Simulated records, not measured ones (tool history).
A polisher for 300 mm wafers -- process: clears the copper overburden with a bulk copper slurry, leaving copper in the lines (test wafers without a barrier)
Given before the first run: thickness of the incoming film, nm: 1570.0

run  hour  flow of slurry (ml/min)  pressure of the wafer on the pad (kPa)  speed of the pad under the wafer (m/s)  abrasive content of the slurry  overpolish time after the end point (s)  time until the end point was called (s)  dishing of a wide line in a test structure (nm)
  1   0.0                      280                                    20.0                                    1.14                            1.00                                       19                                   159.72                                           63.932
  2   0.9                      330                                    20.0                                    1.14                            1.00                                       19                                   156.00                                           63.699
  3   4.7                      330                                    21.4                                    1.14                            1.00                                       20                                   144.67                                           70.197
  4  10.1                      330                                    22.1                                    1.14                            1.00                                       19                                   142.71                                           71.587
  5  16.6                      330                                    22.8                                    1.16                            1.00                                       17                                   135.55                                           67.511
  6  24.1                      330                                    22.8                                    1.16                            0.85                                       17                                   135.49                                           69.368
  7  32.8                      330                                    23.4                                    1.16                            0.85                                       17                                   135.33                                           68.331
  8  35.7                      330                                    24.1                                    1.16                            0.85                                       17                                   125.89                                           67.650

Predict the results of run 9:
  9  41.8                      330                                    24.8                                    1.16                            0.85                                       22                                        ?                                                ?

Run 9 yielded time until the end point was called (s) 126.23, dishing of a wide line in a test structure (nm) 73.730.
